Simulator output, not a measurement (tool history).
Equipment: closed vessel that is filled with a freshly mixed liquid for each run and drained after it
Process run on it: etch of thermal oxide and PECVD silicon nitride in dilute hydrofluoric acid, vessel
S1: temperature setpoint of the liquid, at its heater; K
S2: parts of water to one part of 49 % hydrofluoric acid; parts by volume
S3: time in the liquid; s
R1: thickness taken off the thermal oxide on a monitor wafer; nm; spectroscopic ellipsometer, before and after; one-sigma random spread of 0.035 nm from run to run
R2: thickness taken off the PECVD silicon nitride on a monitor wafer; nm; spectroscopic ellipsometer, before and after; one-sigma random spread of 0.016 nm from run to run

{"run": 1, "hour": 0.0, "S1": 296.15, "S2": 190, "S3": 1110, "R1": 22.173, "R2": 8.1587}
{"run": 2, "hour": 5.3, "S1": 294.65, "S2": 235, "S3": 1010, "R1": 14.717, "R2": 5.5108}
{"run": 3, "hour": 7.4, "S1": 294.65, "S2": 200, "S3": 1010, "R1": 17.895, "R2": 6.3619}
{"run": 4, "hour": 16.2, "S1": 291.65, "S2": 200, "S3": 1010, "R1": 16.02, "R2": 5.1992}
{"run": 5, "hour": 17.1, "S1": 290.15, "S2": 200, "S3": 1010, "R1": 15.35, "R2": 4.7569}
{"run": 6, "hour": 24.9, "S1": 290.15, "S2": 200, "S3": 735, "R1": 11.007, "R2": 3.4514}
{"run": 7, "hour": 33.5, "S1": 290.65, "S2": 240, "S3": 740, "R1": 9.0072, "R2": 3.0137}

Run 8, settings as shown, results not yet in. Your forecast:
{"run": 8, "hour": 37.7, "S1": 290.65, "S2": 270, "S3": 745, "R1": "?", "R2": "?"}

{"run 8": {"R1": 7.9667, "R2": 2.7432}}

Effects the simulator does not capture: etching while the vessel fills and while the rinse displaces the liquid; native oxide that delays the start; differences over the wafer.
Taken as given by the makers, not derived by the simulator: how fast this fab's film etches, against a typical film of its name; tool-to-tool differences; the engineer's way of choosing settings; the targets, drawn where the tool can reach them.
